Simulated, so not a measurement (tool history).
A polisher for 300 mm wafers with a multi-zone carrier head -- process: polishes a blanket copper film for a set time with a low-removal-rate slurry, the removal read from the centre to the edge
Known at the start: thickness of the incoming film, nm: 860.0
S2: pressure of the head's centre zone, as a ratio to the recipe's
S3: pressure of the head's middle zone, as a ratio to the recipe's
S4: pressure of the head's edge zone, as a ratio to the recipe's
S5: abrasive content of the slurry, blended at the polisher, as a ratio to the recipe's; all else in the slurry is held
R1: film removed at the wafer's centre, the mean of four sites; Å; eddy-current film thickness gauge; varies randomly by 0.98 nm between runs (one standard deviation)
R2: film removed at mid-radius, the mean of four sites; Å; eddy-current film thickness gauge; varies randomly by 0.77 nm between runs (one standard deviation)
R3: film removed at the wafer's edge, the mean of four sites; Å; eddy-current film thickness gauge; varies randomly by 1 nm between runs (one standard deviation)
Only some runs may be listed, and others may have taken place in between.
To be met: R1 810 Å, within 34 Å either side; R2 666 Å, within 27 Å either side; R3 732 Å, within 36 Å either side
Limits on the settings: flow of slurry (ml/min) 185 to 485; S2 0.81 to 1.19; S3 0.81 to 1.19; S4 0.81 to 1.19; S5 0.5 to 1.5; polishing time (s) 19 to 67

{"run": 1, "day": 0.0, "flow of slurry (ml/min)": 310, "S2": 1, "S3": 1, "S4": 1, "S5": 1, "polishing time (s)": 43, "R1": 1131.9, "R2": 1089.9, "R3": 1095.5}
{"run": 2, "day": 0.254, "flow of slurry (ml/min)": 310, "S2": 1, "S3": 1, "S4": 1.06, "S5": 1, "polishing time (s)": 43, "R1": 1104.8, "R2": 1120.9, "R3": 1140.5}
{"run": 3, "day": 0.458, "flow of slurry (ml/min)": 310, "S2": 1, "S3": 1, "S4": 1.01, "S5": 1, "polishing time (s)": 43, "R1": 1134.9, "R2": 1100.3, "R3": 1087.4}
{"run": 4, "day": 0.754, "flow of slurry (ml/min)": 310, "S2": 1, "S3": 1, "S4": 1.01, "S5": 1, "polishing time (s)": 34, "R1": 891.52, "R2": 898.58, "R3": 852.94}
{"run": 5, "day": 0.967, "flow of slurry (ml/min)": 310, "S2": 1, "S3": 1, "S4": 1.01, "S5": 1.1, "polishing time (s)": 34, "R1": 896.53, "R2": 890.8, "R3": 898.54}
{"run": 6, "day": 1.079, "flow of slurry (ml/min)": 310, "S2": 1, "S3": 1, "S4": 0.97, "S5": 1.1, "polishing time (s)": 34, "R1": 906.3, "R2": 910.69, "R3": 882.34}
{"run": 7, "day": 1.125, "flow of slurry (ml/min)": 305, "S2": 1.01, "S3": 0.96, "S4": 0.98, "S5": 1.05, "polishing time (s)": 33, "R1": 866.9, "R2": 833.13, "R3": 861.05}
{"run": 8, "day": 1.408, "flow of slurry (ml/min)": 305, "S2": 1.02, "S3": 0.93, "S4": 0.96, "S5": 0.95, "polishing time (s)": 33, "R1": 847.61, "R2": 796.25, "R3": 830.04}
{"run": 9, "day": 1.596, "flow of slurry (ml/min)": 305, "S2": 1.04, "S3": 0.91, "S4": 0.94, "S5": 0.9, "polishing time (s)": 33, "R1": 884.4, "R2": 765.96, "R3": 798.68}
{"day": 1.679, "done": "worn pad replaced by a new one"}
{"run": 10, "day": 1.679, "flow of slurry (ml/min)": 305, "S2": 1.03, "S3": 0.89, "S4": 0.93, "S5": 0.85, "polishing time (s)": 33, "R1": 945.6, "R2": 802.31, "R3": 855.54}
{"run": 11, "day": 2.025, "flow of slurry (ml/min)": 285, "S2": 1.13, "S3": 0.93, "S4": 1.03, "S5": 1.1, "polishing time (s)": 31, "R1": 987.65, "R2": 823.55, "R3": 885.09}
{"run": 12, "day": 2.367, "flow of slurry (ml/min)": 285, "S2": 1.11, "S3": 0.91, "S4": 1.01, "S5": 1, "polishing time (s)": 31, "R1": 951.77, "R2": 798.58, "R3": 857.41}
{"run": 13, "day": 2.446, "flow of slurry (ml/min)": 285, "S2": 1.09, "S3": 0.89, "S4": 0.99, "S5": 0.95, "polishing time (s)": 31, "R1": 915.88, "R2": 767.17, "R3": 858.13}
{"run": 14, "day": 2.779, "flow of slurry (ml/min)": 290, "S2": 1.08, "S3": 0.88, "S4": 0.97, "S5": 0.9, "polishing time (s)": 31, "R1": 921.11, "R2": 770.57, "R3": 813.84}
{"run": 15, "day": 2.888, "flow of slurry (ml/min)": 290, "S2": 1.07, "S3": 0.86, "S4": 0.95, "S5": 0.9, "polishing time (s)": 30, "R1": 844.3, "R2": 710.46, "R3": 822.23}

Exactly one of the 5 candidate moves below puts every result within its allowed miss. Which one?
{"run": "A", "day": 2.996, "flow of slurry (ml/min)": 325, "S2": 1.19, "S3": 0.86, "S4": 0.85, "S5": 0.75, "polishing time (s)": 26, "R1": "?", "R2": "?", "R3": "?"}
{"run": "B", "day": 2.996, "flow of slurry (ml/min)": 260, "S2": 1.08, "S3": 0.87, "S4": 0.97, "S5": 0.85, "polishing time (s)": 28, "R1": "?", "R2": "?", "R3": "?"}
{"run": "C", "day": 2.996, "flow of slurry (ml/min)": 345, "S2": 1.14, "S3": 0.93, "S4": 0.86, "S5": 0.6, "polishing time (s)": 28, "R1": "?", "R2": "?", "R3": "?"}
{"run": "D", "day": 2.996, "flow of slurry (ml/min)": 295, "S2": 1.05, "S3": 0.95, "S4": 0.98, "S5": 0.9, "polishing time (s)": 28, "R1": "?", "R2": "?", "R3": "?"}
{"run": "E", "day": 2.996, "flow of slurry (ml/min)": 295, "S2": 1.08, "S3": 0.81, "S4": 0.96, "S5": 0.95, "polishing time (s)": 27, "R1": "?", "R2": "?", "R3": "?"}

move=A R1=800.34 R2=609.21 R3=634.29
move=B R1=797.86 R2=667.71 R3=734.92
move=C R1=796.38 R2=670.55 R3=656.29
move=D R1=799.45 R2=735.9 R3=753.58
move=E R1=798.19 R2=629.46 R3=729.57
A: takes the result that was furthest off past its target
B: meets every target
C: takes the result that was furthest off past its target
D: corrects the largest miss of the last run, while another result sits out of spec
E: corrects the largest miss of the last run, while another result sits out of spec
Move B is the one to make.
